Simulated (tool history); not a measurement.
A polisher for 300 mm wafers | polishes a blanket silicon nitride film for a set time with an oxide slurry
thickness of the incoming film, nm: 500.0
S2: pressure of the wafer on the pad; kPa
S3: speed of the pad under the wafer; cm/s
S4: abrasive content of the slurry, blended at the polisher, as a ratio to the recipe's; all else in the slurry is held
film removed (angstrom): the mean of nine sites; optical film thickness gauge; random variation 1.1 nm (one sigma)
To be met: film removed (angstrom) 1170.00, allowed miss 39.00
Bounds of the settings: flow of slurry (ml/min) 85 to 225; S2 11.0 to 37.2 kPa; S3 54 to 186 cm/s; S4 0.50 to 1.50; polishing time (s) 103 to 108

Run 1, hour 0.0: flow of slurry (ml/min) 145, S2 24.1 kPa, S3 118 cm/s, S4 1.00, polishing time (s) 103. Result: film removed (angstrom) 774.05.
Run 2, hour 8.3: flow of slurry (ml/min) 145, S2 24.1 kPa, S3 118 cm/s, S4 1.00, polishing time (s) 103. Result: film removed (angstrom) 774.06.
Run 3, hour 11.2: flow of slurry (ml/min) 150, S2 26.2 kPa, S3 118 cm/s, S4 1.00, polishing time (s) 103. Result: film removed (angstrom) 850.07.
Run 4, hour 17.3: flow of slurry (ml/min) 180, S2 26.2 kPa, S3 118 cm/s, S4 1.00, polishing time (s) 103. Result: film removed (angstrom) 887.28.
Run 5, hour 18.4: flow of slurry (ml/min) 185, S2 27.6 kPa, S3 118 cm/s, S4 1.00, polishing time (s) 103. Result: film removed (angstrom) 907.26.
Run 6, hour 23.1: flow of slurry (ml/min) 185, S2 29.0 kPa, S3 118 cm/s, S4 1.00, polishing time (s) 103. Result: film removed (angstrom) 957.18.
Run 7, hour 29.6: flow of slurry (ml/min) 185, S2 30.3 kPa, S3 118 cm/s, S4 1.00, polishing time (s) 103. Result: film removed (angstrom) 998.55.
Run 8, hour 33.0: flow of slurry (ml/min) 185, S2 31.0 kPa, S3 118 cm/s, S4 1.00, polishing time (s) 103. Result: film removed (angstrom) 1023.50.
Run 9, hour 39.7: flow of slurry (ml/min) 185, S2 31.7 kPa, S3 118 cm/s, S4 1.00, polishing time (s) 103. Result: film removed (angstrom) 1053.00.
Run 10, hour 45.2: flow of slurry (ml/min) 185, S2 32.4 kPa, S3 118 cm/s, S4 1.00, polishing time (s) 103. Result: film removed (angstrom) 1071.80.
Run 11, hour 48.2: flow of slurry (ml/min) 185, S2 33.1 kPa, S3 118 cm/s, S4 1.00, polishing time (s) 103. Result: film removed (angstrom) 1072.30.
Run 12, hour 51.1: flow of slurry (ml/min) 190, S2 33.8 kPa, S3 118 cm/s, S4 1.00, polishing time (s) 103. Result: film removed (angstrom) 1110.80.

Which of these 5 next moves meets every target?
Run A, hour 54.0: flow of slurry (ml/min) 185, S2 37.2 kPa, S3 114 cm/s, S4 0.95, polishing time (s) 104. Result: film removed (angstrom) ?.
Run B, hour 54.0: flow of slurry (ml/min) 210, S2 37.2 kPa, S3 84 cm/s, S4 1.25, polishing time (s) 106. Result: film removed (angstrom) ?.
Run C, hour 54.0: flow of slurry (ml/min) 215, S2 35.2 kPa, S3 108 cm/s, S4 0.85, polishing time (s) 103. Result: film removed (angstrom) ?.
Run D, hour 54.0: flow of slurry (ml/min) 180, S2 32.4 kPa, S3 96 cm/s, S4 1.30, polishing time (s) 108. Result: film removed (angstrom) ?.
Run E, hour 54.0: flow of slurry (ml/min) 195, S2 33.1 kPa, S3 110 cm/s, S4 1.10, polishing time (s) 103. Result: film removed (angstrom) ?.

move  film removed (angstrom)
   A                  1164.30
   B                  1059.30
   C                  1020.70
   D                  1044.10
   E                  1071.60
A: meets every target
B: further off than the last run
C: further off than the last run
D: further off than the last run
E: further off than the last run
The right move is A.

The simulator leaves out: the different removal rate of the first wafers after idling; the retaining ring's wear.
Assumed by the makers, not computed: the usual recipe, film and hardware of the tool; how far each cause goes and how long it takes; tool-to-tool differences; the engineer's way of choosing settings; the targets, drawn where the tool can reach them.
